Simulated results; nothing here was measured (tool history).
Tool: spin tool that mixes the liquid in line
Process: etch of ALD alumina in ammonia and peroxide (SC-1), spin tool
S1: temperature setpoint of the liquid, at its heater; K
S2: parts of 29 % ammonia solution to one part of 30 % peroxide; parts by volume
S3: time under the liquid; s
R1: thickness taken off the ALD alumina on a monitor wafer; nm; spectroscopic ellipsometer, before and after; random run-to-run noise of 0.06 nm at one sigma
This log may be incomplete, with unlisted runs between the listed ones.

run	hour	S1	S2	S3	R1
1	0.0	325.15	0.55	320	24.022
2	4.0	325.15	0.55	320	24.063
3	8.8	325.15	0.65	320	24.433
4	11.3	325.15	0.65	340	25.710
5	17.1	322.65	0.65	340	22.627
6	24.9	325.15	0.65	340	26.101
7	34.0	322.65	0.65	340	22.613
8	40.5	321.15	0.65	340	20.885
9	44.4	319.65	0.65	340	19.243
10	45.8	318.65	0.65	340	18.090

The next listed run, before its measurement:
11	46.6	317.65	0.65	340	?

{"run 11": {"R1": 17.129}}
